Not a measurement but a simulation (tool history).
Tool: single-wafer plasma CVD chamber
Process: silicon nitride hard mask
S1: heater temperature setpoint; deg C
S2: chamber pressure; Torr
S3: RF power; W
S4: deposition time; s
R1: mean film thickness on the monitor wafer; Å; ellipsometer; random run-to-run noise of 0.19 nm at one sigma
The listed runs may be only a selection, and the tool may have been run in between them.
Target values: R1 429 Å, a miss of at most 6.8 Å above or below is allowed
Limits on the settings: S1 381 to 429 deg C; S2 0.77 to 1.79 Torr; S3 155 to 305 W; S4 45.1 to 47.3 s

run  hour   S1    S2   S3    S4      R1
  1     0  405  1.28  230  47.3  479.94
  2   3.9  405  1.18  230  47.3   466.9
  3  10.3  405  1.11  230  47.3  456.78
  4  15.4  411  1.11  230  47.3  458.47
  5  21.2  401  1.11  230  47.3  458.95
  6  28.3  401  1.11  230  47.3  458.17
  7  34.6  401  1.05  230  47.3  450.27
  8  40.5  401  1.01  230  47.3  445.47
  9    43  401  0.98  230  47.3  436.86

Below are 5 possible settings for the next run. Only one of them brings all results inside the allowed miss of their targets. Which is it?
  A  45.5  415  1.04  235  46.8   ?
  B  45.5  402  0.95  240    47   ?
  C  45.5  394  0.94  235  47.3   ?
  D  45.5  399  1.01  225  46.5   ?
  E  45.5  398   0.9  240  47.3   ?

move      R1
   A  448.96
   B  445.53
   C  442.59
   D  432.85
   E  440.21
A: the biggest miss grows against the last run
B: the biggest miss grows against the last run
C: the biggest miss grows against the last run
D: hits every target within its allowed miss
E: the biggest miss grows against the last run
Correct choice: D, which meets every target
